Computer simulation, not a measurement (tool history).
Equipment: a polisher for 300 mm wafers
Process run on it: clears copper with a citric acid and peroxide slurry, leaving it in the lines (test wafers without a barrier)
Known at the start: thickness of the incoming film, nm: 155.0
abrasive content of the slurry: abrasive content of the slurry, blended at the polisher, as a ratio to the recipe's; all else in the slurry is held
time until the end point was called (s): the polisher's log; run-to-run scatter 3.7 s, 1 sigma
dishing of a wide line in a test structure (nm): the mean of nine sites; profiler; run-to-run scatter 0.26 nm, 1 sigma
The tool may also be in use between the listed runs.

| run | hour | flow of slurry (ml/min) | pressure of the wafer on the pad (kPa) | speed of the pad under the wafer (cm/s) | abrasive content of the slurry | overpolish time after the end point (s) | time until the end point was called (s) | dishing of a wide line in a test structure (nm) |
|---|---|---|---|---|---|---|---|---|
| 1 | 0 | 315 | 15.2 | 82 | 1 | 24 | 130.35 | 19.535 |
| 2 | 1 | 315 | 15.2 | 82 | 1 | 17 | 130.21 | 14.535 |
| 3 | 5.5 | 315 | 15.2 | 90 | 1 | 17 | 123.35 | 15.271 |
| 4 | 9.3 | 315 | 13.8 | 90 | 1 | 17 | 134.92 | 13.955 |
| 5 | 17.6 | 315 | 13.1 | 90 | 1 | 17 | 141.54 | 13.081 |
| 6 | 25.4 | 315 | 11 | 90 | 1 | 17 | 162.58 | 11.932 |
| 7 | 28.1 | 315 | 10.3 | 90 | 1 | 17 | 174.53 | 10.447 |

The next listed run, before its measurement:
| 8 | 29.6 | 315 | 10.3 | 90 | 1 | 18 | ? | ? |

time until the end point was called (s): 172.45
dishing of a wide line in a test structure (nm): 11.453
